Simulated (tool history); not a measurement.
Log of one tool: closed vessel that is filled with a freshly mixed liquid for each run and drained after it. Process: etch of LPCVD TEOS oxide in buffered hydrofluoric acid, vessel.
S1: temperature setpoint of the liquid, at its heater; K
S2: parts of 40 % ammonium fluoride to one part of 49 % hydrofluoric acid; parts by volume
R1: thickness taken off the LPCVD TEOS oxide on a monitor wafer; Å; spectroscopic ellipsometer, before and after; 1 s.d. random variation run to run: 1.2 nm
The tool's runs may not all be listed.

{"run": 1, "day": 0.0, "S1": 294.15, "S2": 18.0, "time in the liquid (s)": 95, "R1": 1262.9}
{"run": 2, "day": 0.133, "S1": 294.15, "S2": 14.0, "time in the liquid (s)": 95, "R1": 1614.0}
{"run": 3, "day": 0.267, "S1": 292.65, "S2": 14.0, "time in the liquid (s)": 95, "R1": 1482.0}
{"run": 4, "day": 0.45, "S1": 294.15, "S2": 14.0, "time in the liquid (s)": 95, "R1": 1621.1}
{"run": 5, "day": 0.738, "S1": 294.15, "S2": 16.5, "time in the liquid (s)": 95, "R1": 1376.6}
{"run": 6, "day": 0.883, "S1": 296.15, "S2": 16.5, "time in the liquid (s)": 95, "R1": 1528.2}
{"run": 7, "day": 1.042, "S1": 297.65, "S2": 16.0, "time in the liquid (s)": 95, "R1": 1721.0}

Run 8 comes next. What will it give?
{"run": 8, "day": 1.346, "S1": 298.65, "S2": 16.0, "time in the liquid (s)": 95, "R1": "?"}

{"run 8": {"R1": 1812.5}}

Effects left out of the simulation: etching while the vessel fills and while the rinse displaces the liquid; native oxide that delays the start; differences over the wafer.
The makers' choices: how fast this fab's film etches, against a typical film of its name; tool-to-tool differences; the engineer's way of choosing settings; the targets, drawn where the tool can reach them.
